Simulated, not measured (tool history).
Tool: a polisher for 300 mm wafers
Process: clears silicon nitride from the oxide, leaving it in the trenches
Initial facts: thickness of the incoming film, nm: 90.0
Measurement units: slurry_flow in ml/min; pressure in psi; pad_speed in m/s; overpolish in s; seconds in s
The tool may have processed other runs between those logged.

run 1 day=0.000 | slurry_flow=195 pressure=2.7 pad_speed=1.12 overpolish=33 | seconds=91.648
run 2 day=0.329 | slurry_flow=195 pressure=3.0 pad_speed=1.12 overpolish=33 | seconds=82.681
run 3 day=0.433 | slurry_flow=195 pressure=3.0 pad_speed=0.92 overpolish=33 | seconds=101.300
run 4 day=0.633 | slurry_flow=195 pressure=3.0 pad_speed=0.92 overpolish=35 | seconds=99.845
run 5 day=0.917 | slurry_flow=195 pressure=3.0 pad_speed=1.06 overpolish=35 | seconds=87.011
run 6 day=1.146 | slurry_flow=150 pressure=3.0 pad_speed=1.06 overpolish=35 | seconds=92.936
run 7 day=1.167 | slurry_flow=160 pressure=3.1 pad_speed=1.06 overpolish=35 | seconds=86.453
run 8 day=1.308 | slurry_flow=165 pressure=3.2 pad_speed=1.06 overpolish=35 | seconds=84.547
run 9 day=1.612 | slurry_flow=170 pressure=3.3 pad_speed=1.06 overpolish=35 | seconds=83.004

What will run 10 give?
run 10 day=1.671 | slurry_flow=175 pressure=3.4 pad_speed=1.06 overpolish=35 | seconds=?

{"run 10": {"seconds": 80.532}}
